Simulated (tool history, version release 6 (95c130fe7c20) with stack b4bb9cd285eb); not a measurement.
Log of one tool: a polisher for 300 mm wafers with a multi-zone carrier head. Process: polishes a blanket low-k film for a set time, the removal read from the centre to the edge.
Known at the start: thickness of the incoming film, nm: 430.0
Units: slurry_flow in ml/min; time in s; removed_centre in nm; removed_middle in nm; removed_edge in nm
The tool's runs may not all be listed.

run 1 hour=0 | slurry_flow=195 centre_zone=1 middle_zone=1 edge_zone=1 slurry_solids=1 time=78 | removed_centre=36.438 removed_middle=35.53 removed_edge=35.692
run 2 hour=1.5 | slurry_flow=225 centre_zone=1 middle_zone=1 edge_zone=1 slurry_solids=1 time=78 | removed_centre=36.958 removed_middle=37.224 removed_edge=36.059
run 3 hour=5.3 | slurry_flow=195 centre_zone=1.01 middle_zone=0.94 edge_zone=0.97 slurry_solids=0.85 time=78 | removed_centre=33.654 removed_middle=31.441 removed_edge=32.411
run 4 hour=10.7 | slurry_flow=175 centre_zone=1.03 middle_zone=0.9 edge_zone=0.97 slurry_solids=0.75 time=78 | removed_centre=31.588 removed_middle=27.171 removed_edge=29.944
run 5 hour=15.8 | slurry_flow=210 centre_zone=1.03 middle_zone=0.9 edge_zone=0.97 slurry_solids=0.75 time=78 | removed_centre=32.728 removed_middle=28.123 removed_edge=30.117
run 6 hour=21.6 | slurry_flow=210 centre_zone=1.03 middle_zone=0.9 edge_zone=1.02 slurry_solids=0.75 time=78 | removed_centre=31.909 removed_middle=28.804 removed_edge=31.113
run 7 hour=22.3 | slurry_flow=185 centre_zone=1.03 middle_zone=0.87 edge_zone=0.99 slurry_solids=0.7 time=78 | removed_centre=30.542 removed_middle=26.195 removed_edge=29.222
run 8 hour=29.7 | slurry_flow=185 centre_zone=1.03 middle_zone=0.87 edge_zone=0.99 slurry_solids=0.7 time=78 | removed_centre=30.435 removed_middle=25.86 removed_edge=29.155
run 9 hour=35.6 | slurry_flow=130 centre_zone=1.1 middle_zone=0.81 edge_zone=0.99 slurry_solids=0.5 time=78 | removed_centre=23.771 removed_middle=17.793 removed_edge=21.776

The next listed run, before its measurement:
run 10 hour=44.2 | slurry_flow=160 centre_zone=1.1 middle_zone=0.81 edge_zone=1.01 slurry_solids=0.5 time=78 | removed_centre=? removed_middle=? removed_edge=?

removed_centre: 24.945 nm
removed_middle: 18.735 nm
removed_edge: 22.529 nm

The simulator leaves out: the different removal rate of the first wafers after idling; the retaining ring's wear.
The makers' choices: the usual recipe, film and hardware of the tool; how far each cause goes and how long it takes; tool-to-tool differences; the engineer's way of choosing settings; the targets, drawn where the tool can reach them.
